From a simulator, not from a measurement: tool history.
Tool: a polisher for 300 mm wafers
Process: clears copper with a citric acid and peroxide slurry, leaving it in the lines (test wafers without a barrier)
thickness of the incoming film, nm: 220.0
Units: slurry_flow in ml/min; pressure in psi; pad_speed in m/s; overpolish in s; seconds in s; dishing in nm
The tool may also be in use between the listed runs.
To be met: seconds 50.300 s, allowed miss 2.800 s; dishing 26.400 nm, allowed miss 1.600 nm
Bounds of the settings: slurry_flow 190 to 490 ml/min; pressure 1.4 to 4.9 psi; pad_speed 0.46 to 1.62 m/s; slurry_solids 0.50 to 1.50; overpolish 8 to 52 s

| run | hour | slurry_flow | pressure | pad_speed | slurry_solids | overpolish | seconds | dishing |
|---|---|---|---|---|---|---|---|---|
| 1 | 0.0 | 315 | 3.1 | 1.04 | 1.00 | 26 | 77.976 | 34.086 |
| 2 | 1.2 | 285 | 3.1 | 1.04 | 1.00 | 26 | 79.387 | 34.949 |
| 3 | 3.8 | 285 | 3.1 | 1.04 | 1.00 | 21 | 78.730 | 30.950 |
| 4 | 11.7 | 345 | 3.3 | 1.06 | 1.00 | 17 | 74.251 | 27.711 |
| 5 | 18.1 | 375 | 3.6 | 1.08 | 1.00 | 14 | 64.235 | 26.154 |
| 6 | 21.8 | 380 | 3.8 | 1.08 | 1.00 | 13 | 62.843 | 26.356 |
| 7 | 25.2 | 385 | 4.0 | 1.08 | 1.00 | 12 | 59.905 | 25.163 |
| 8 | 33.1 | 385 | 4.2 | 1.08 | 1.00 | 12 | 55.681 | 25.883 |
| 9 | 34.1 | 385 | 4.3 | 1.08 | 1.00 | 12 | 54.220 | 26.562 |
| 10 | 39.1 | 385 | 4.4 | 1.08 | 1.00 | 12 | 54.723 | 27.691 |

5 next moves are on the table. One of them brings every result within its allowed miss. Which?
| A | 44.1 | 390 | 4.1 | 0.98 | 1.20 | 15 | ? | ? |
| B | 44.1 | 325 | 4.2 | 1.12 | 0.85 | 16 | ? | ? |
| C | 44.1 | 430 | 4.3 | 1.18 | 0.95 | 11 | ? | ? |
| D | 44.1 | 455 | 3.9 | 1.20 | 1.25 | 14 | ? | ? |
| E | 44.1 | 435 | 4.5 | 1.16 | 0.90 | 14 | ? | ? |

| move | seconds | dishing |
|---|---|---|
| A | 58.116 | 28.699 |
| B | 56.011 | 30.880 |
| C | 49.312 | 25.754 |
| D | 48.970 | 30.799 |
| E | 48.764 | 31.065 |
A: further off than the last run
B: further off than the last run
C: meets every target
D: brings the result that was furthest off to its target, and leaves another outside
E: brings the result that was furthest off to its target, and leaves another outside
Move C is the one to make.
